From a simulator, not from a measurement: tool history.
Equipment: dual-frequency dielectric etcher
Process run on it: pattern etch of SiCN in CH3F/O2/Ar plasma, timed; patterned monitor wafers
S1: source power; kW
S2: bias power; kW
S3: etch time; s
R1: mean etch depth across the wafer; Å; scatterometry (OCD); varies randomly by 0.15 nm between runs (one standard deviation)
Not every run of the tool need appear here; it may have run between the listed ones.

| run | hour | S1 | S2 | S3 | R1 |
|---|---|---|---|---|---|
| 1 | 0 | 0.44 | 0.081 | 78 | 313.46 |
| 2 | 1.3 | 0.42 | 0.08 | 78 | 308.69 |
| 3 | 9.5 | 0.42 | 0.08 | 81.5 | 320.87 |
| 4 | 16.7 | 0.42 | 0.08 | 78 | 306.53 |
| 5 | 22 | 0.37 | 0.08 | 78 | 293.88 |
| 6 | 25.9 | 0.37 | 0.088 | 78 | 309.67 |
| 7 | 27.3 | 0.36 | 0.086 | 78 | 302.46 |
| 8 | 31.3 | 0.36 | 0.086 | 78 | 303.91 |
| 9 | 32.7 | 0.35 | 0.084 | 78 | 296.75 |

Forecast run 10:
| 10 | 34.1 | 0.34 | 0.083 | 78 | ? |

{"run 10": {"R1": 292.08}}

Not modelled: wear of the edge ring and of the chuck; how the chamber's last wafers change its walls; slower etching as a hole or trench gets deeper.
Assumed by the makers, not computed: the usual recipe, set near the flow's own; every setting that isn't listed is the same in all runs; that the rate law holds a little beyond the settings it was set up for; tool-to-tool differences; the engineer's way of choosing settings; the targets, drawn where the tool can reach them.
